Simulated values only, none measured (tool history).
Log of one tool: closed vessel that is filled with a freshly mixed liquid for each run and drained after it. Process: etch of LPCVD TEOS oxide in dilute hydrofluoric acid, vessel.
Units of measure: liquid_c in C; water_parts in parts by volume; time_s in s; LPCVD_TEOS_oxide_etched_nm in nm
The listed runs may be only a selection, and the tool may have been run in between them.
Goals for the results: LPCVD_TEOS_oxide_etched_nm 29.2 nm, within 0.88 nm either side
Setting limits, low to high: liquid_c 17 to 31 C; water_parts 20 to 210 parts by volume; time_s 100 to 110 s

{"run": 1, "hour": 0.0, "liquid_c": 23, "water_parts": 115, "time_s": 100, "LPCVD_TEOS_oxide_etched_nm": 22.614}
{"run": 2, "hour": 3.7, "liquid_c": 24, "water_parts": 115, "time_s": 100, "LPCVD_TEOS_oxide_etched_nm": 23.525}
{"run": 3, "hour": 9.5, "liquid_c": 25, "water_parts": 115, "time_s": 100, "LPCVD_TEOS_oxide_etched_nm": 24.732}
{"run": 4, "hour": 16.5, "liquid_c": 22.5, "water_parts": 115, "time_s": 100, "LPCVD_TEOS_oxide_etched_nm": 22.06}
{"run": 5, "hour": 20.7, "liquid_c": 22.5, "water_parts": 115, "time_s": 110, "LPCVD_TEOS_oxide_etched_nm": 24.578}
{"run": 6, "hour": 21.5, "liquid_c": 23, "water_parts": 115, "time_s": 110, "LPCVD_TEOS_oxide_etched_nm": 25.092}
{"run": 7, "hour": 30.7, "liquid_c": 23.5, "water_parts": 115, "time_s": 110, "LPCVD_TEOS_oxide_etched_nm": 25.512}
{"run": 8, "hour": 38.1, "liquid_c": 24, "water_parts": 115, "time_s": 110, "LPCVD_TEOS_oxide_etched_nm": 25.928}
{"run": 9, "hour": 41.6, "liquid_c": 24.5, "water_parts": 115, "time_s": 110, "LPCVD_TEOS_oxide_etched_nm": 26.328}

5 next moves are on the table. One of them brings every result within its allowed miss. Which?
{"run": "A", "hour": 45.1, "liquid_c": 22.5, "water_parts": 105, "time_s": 110, "LPCVD_TEOS_oxide_etched_nm": "?"}
{"run": "B", "hour": 45.1, "liquid_c": 30, "water_parts": 125, "time_s": 100, "LPCVD_TEOS_oxide_etched_nm": "?"}
{"run": "C", "hour": 45.1, "liquid_c": 24.5, "water_parts": 110, "time_s": 105, "LPCVD_TEOS_oxide_etched_nm": "?"}
{"run": "D", "hour": 45.1, "liquid_c": 25.5, "water_parts": 125, "time_s": 100, "LPCVD_TEOS_oxide_etched_nm": "?"}
{"run": "E", "hour": 45.1, "liquid_c": 30.5, "water_parts": 120, "time_s": 100, "LPCVD_TEOS_oxide_etched_nm": "?"}

move=A LPCVD_TEOS_oxide_etched_nm=27.419
move=B LPCVD_TEOS_oxide_etched_nm=27.22
move=C LPCVD_TEOS_oxide_etched_nm=26.879
move=D LPCVD_TEOS_oxide_etched_nm=22.991
move=E LPCVD_TEOS_oxide_etched_nm=29.078
A: gains on the last run, yet a result remains outside its allowed miss
B: gains on the last run, yet a result remains outside its allowed miss
C: gains on the last run, yet a result remains outside its allowed miss
D: misses by more than the last run did
E: each result inside its tolerance
The right move is E.
